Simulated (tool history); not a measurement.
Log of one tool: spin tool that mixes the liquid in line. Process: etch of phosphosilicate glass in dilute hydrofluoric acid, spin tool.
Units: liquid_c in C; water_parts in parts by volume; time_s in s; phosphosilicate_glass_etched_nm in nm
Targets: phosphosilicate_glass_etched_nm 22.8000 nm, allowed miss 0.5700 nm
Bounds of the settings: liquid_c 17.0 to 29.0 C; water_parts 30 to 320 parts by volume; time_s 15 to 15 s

run	hour	liquid_c	water_parts	time_s	phosphosilicate_glass_etched_nm
1	0.0	21.0	175	15	10.5040
2	1.2	21.0	175	15	10.4180
3	7.5	17.5	175	15	9.0753
4	13.5	17.5	175	15	9.0784
5	14.1	17.0	175	15	8.8485
6	21.2	17.0	240	15	6.0311
7	26.2	21.0	170	15	10.7660
8	26.8	23.5	150	15	13.7550
9	27.5	25.0	135	15	16.3090
10	32.6	26.0	125	15	18.5870
11	36.8	27.0	120	15	20.1090
12	43.9	27.5	120	15	20.4280
13	51.2	28.0	120	15	21.0740
14	52.0	28.5	120	15	21.6830
15	55.5	29.0	120	15	21.9370

5 next moves are on the table. One of them brings every result within its allowed miss. Which?
A	59.0	29.0	130	15	?
B	59.0	23.5	90	15	?
C	59.0	28.5	110	15	?
D	59.0	29.0	110	15	?
E	59.0	23.0	95	15	?

move	phosphosilicate_glass_etched_nm
A	19.9550
B	24.5430
C	23.7720
D	24.2230
E	22.6510
A: further off than the last run
B: takes the result that was furthest off past its target
C: takes the result that was furthest off past its target
D: takes the result that was furthest off past its target
E: meets every target
Move E is the one to make.
